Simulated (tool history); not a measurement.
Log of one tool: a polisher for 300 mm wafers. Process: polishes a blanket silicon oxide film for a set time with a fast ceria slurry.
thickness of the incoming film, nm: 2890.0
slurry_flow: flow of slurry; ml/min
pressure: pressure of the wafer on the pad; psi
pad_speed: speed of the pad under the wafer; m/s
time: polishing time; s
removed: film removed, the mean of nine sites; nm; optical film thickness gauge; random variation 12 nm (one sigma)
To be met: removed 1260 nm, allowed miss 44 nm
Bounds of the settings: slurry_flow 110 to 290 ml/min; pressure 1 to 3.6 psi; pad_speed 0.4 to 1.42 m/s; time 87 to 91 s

Run 1, hour 0: slurry_flow 185 ml/min, pressure 2.3 psi, pad_speed 0.9 m/s, time 87 s. Result: removed 984.77 nm.
Run 2, hour 8.9: slurry_flow 190 ml/min, pressure 2.4 psi, pad_speed 0.9 m/s, time 87 s. Result: removed 1021.5 nm.
Run 3, hour 13.4: slurry_flow 190 ml/min, pressure 2.4 psi, pad_speed 0.9 m/s, time 91 s. Result: removed 1094 nm.
Run 4, hour 20.6: slurry_flow 190 ml/min, pressure 2.5 psi, pad_speed 0.9 m/s, time 91 s. Result: removed 1120.2 nm.
Run 5, hour 25.9: slurry_flow 145 ml/min, pressure 2.5 psi, pad_speed 0.9 m/s, time 91 s. Result: removed 1082.2 nm.
Run 6, hour 27: slurry_flow 155 ml/min, pressure 2.6 psi, pad_speed 0.9 m/s, time 91 s. Result: removed 1126.6 nm.
Run 7, hour 27.7: slurry_flow 160 ml/min, pressure 2.6 psi, pad_speed 0.9 m/s, time 91 s. Result: removed 1140.5 nm.
Run 8, hour 31.9: slurry_flow 165 ml/min, pressure 2.6 psi, pad_speed 0.9 m/s, time 91 s. Result: removed 1135.3 nm.
Run 9, hour 36.9: slurry_flow 170 ml/min, pressure 2.6 psi, pad_speed 0.9 m/s, time 91 s. Result: removed 1141.5 nm.
Run 10, hour 43.5: slurry_flow 175 ml/min, pressure 2.6 psi, pad_speed 0.9 m/s, time 91 s. Result: removed 1168.2 nm.
Run 11, hour 51: slurry_flow 180 ml/min, pressure 2.6 psi, pad_speed 0.9 m/s, time 91 s. Result: removed 1172.4 nm.
Run 12, hour 54.2: slurry_flow 185 ml/min, pressure 2.6 psi, pad_speed 0.9 m/s, time 91 s. Result: removed 1156 nm.
Run 13, hour 56.3: slurry_flow 185 ml/min, pressure 2.6 psi, pad_speed 0.9 m/s, time 91 s. Result: removed 1164.8 nm.
Run 14, hour 61.9: slurry_flow 190 ml/min, pressure 2.6 psi, pad_speed 0.9 m/s, time 91 s. Result: removed 1175.2 nm.
Run 15, hour 66.2: slurry_flow 195 ml/min, pressure 2.6 psi, pad_speed 0.9 m/s, time 91 s. Result: removed 1164.8 nm.
Run 16, hour 70.1: slurry_flow 195 ml/min, pressure 2.7 psi, pad_speed 0.9 m/s, time 91 s. Result: removed 1236.1 nm.

5 next moves are on the table. One of them brings every result within its allowed miss. Which?
Run A, hour 74: slurry_flow 190 ml/min, pressure 2.7 psi, pad_speed 0.96 m/s, time 88 s. Result: removed ?.
Run B, hour 74: slurry_flow 175 ml/min, pressure 2.6 psi, pad_speed 0.9 m/s, time 91 s. Result: removed ?.
Run C, hour 74: slurry_flow 205 ml/min, pressure 2.3 psi, pad_speed 1.04 m/s, time 89 s. Result: removed ?.
Run D, hour 74: slurry_flow 185 ml/min, pressure 2.9 psi, pad_speed 0.94 m/s, time 91 s. Result: removed ?.
Run E, hour 74: slurry_flow 200 ml/min, pressure 2.8 psi, pad_speed 0.88 m/s, time 87 s. Result: removed ?.

move  removed
   A   1236.3
   B   1143.9
   C   1168.2
   D     1338
   E   1171.8
A: meets every target
B: further off than the last run
C: further off than the last run
D: takes the result that was furthest off past its target
E: further off than the last run
Move A is the one to make.

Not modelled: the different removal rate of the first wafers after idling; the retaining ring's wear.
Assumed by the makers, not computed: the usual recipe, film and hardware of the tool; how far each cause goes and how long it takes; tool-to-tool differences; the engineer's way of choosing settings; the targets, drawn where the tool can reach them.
